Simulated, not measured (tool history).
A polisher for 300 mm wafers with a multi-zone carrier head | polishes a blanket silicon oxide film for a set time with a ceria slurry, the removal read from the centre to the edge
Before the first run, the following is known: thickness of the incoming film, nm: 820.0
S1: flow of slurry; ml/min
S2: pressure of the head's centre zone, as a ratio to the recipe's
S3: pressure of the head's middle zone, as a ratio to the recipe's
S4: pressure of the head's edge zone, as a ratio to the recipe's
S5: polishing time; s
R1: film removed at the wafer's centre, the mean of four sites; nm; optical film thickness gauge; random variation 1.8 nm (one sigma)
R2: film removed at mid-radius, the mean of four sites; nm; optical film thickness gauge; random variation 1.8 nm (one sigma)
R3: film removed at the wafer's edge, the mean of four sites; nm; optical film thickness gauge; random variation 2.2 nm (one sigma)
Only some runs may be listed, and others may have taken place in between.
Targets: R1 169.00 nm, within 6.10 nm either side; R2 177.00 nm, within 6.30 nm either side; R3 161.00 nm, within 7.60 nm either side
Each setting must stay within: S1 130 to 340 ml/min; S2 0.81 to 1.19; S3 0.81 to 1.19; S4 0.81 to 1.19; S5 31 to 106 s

| run | hour | S1 | S2 | S3 | S4 | S5 | R1 | R2 | R3 |
|---|---|---|---|---|---|---|---|---|---|
| 1 | 0.0 | 220 | 1.00 | 1.00 | 1.00 | 68 | 228.96 | 236.57 | 233.93 |
| 2 | 8.7 | 220 | 1.00 | 1.00 | 0.97 | 64 | 216.58 | 224.31 | 222.08 |
| 3 | 17.6 | 220 | 0.93 | 1.00 | 0.97 | 64 | 207.77 | 223.43 | 223.40 |
| 4 | 21.7 | 220 | 0.95 | 1.01 | 0.95 | 60 | 194.29 | 212.90 | 206.71 |
| 5 | 25.3 | 220 | 0.95 | 0.95 | 0.95 | 60 | 193.27 | 198.56 | 202.01 |
| 6 | 26.5 | 220 | 0.95 | 0.95 | 1.03 | 60 | 192.90 | 200.64 | 217.57 |
| 7 | 34.2 | 215 | 0.95 | 0.96 | 0.98 | 58 | 186.88 | 193.01 | 201.92 |
| 8 | 42.5 | 210 | 0.95 | 0.97 | 0.94 | 56 | 177.60 | 190.87 | 194.20 |
| 9 | 46.9 | 220 | 0.96 | 0.97 | 0.91 | 54 | 175.70 | 182.98 | 187.17 |
| 10 | 54.3 | 210 | 0.99 | 0.99 | 0.89 | 53 | 176.41 | 183.19 | 176.82 |
| 11 | 58.5 | 200 | 0.99 | 0.99 | 0.87 | 53 | 174.68 | 180.38 | 174.39 |
| 12 | 61.7 | 195 | 0.99 | 1.00 | 0.86 | 53 | 176.95 | 181.45 | 172.46 |
| 13 | 63.3 | 190 | 0.99 | 1.01 | 0.85 | 53 | 175.03 | 185.12 | 166.28 |
| 14 | 67.9 | 165 | 0.98 | 0.98 | 0.83 | 52 | 160.94 | 168.65 | 161.78 |

5 next moves are on the table. One of them brings every result within its allowed miss. Which?
| A | 72.5 | 170 | 1.10 | 1.18 | 0.87 | 49 | ? | ? | ? |
| B | 72.5 | 155 | 1.01 | 1.03 | 0.81 | 52 | ? | ? | ? |
| C | 72.5 | 170 | 1.01 | 0.94 | 0.88 | 51 | ? | ? | ? |
| D | 72.5 | 130 | 0.96 | 0.99 | 0.85 | 58 | ? | ? | ? |
| E | 72.5 | 140 | 1.03 | 0.93 | 0.81 | 53 | ? | ? | ? |

| move | R1 | R2 | R3 |
|---|---|---|---|
| A | 177.29 | 186.64 | 157.04 |
| B | 168.90 | 173.14 | 159.61 |
| C | 169.04 | 160.17 | 164.83 |
| D | 170.72 | 179.18 | 176.65 |
| E | 170.96 | 158.24 | 160.24 |
A: takes the result that was furthest off past its target
B: meets every target
C: the biggest miss grows against the last run
D: meets the target for the result that was furthest off, but another lies outside its allowed miss
E: the biggest miss grows against the last run
B meets every target.
